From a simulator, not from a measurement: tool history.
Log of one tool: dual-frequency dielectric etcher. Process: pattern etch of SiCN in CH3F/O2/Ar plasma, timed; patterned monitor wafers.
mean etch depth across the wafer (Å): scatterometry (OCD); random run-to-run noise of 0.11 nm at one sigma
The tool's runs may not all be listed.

| run | hour | source power (kW) | bias power (kW) | etch time (s) | mean etch depth across the wafer (Å) |
|---|---|---|---|---|---|
| 1 | 0 | 0.44 | 0.059 | 55 | 215.12 |
| 2 | 0.7 | 0.44 | 0.069 | 55 | 220.88 |
| 3 | 2.8 | 0.44 | 0.069 | 55 | 222.9 |
| 4 | 5 | 0.42 | 0.068 | 55 | 218.08 |
| 5 | 7.4 | 0.42 | 0.064 | 55 | 212.97 |
| 6 | 15.9 | 0.42 | 0.064 | 57.5 | 223.74 |
| 7 | 18.4 | 0.41 | 0.064 | 57.5 | 218.83 |
| 8 | 21.4 | 0.4 | 0.064 | 57.5 | 216.09 |

Run 9 comes next. What will it give?
| 9 | 24.8 | 0.39 | 0.064 | 57.5 | ? |

Logged for run 9: mean etch depth across the wafer (Å) 213.04.
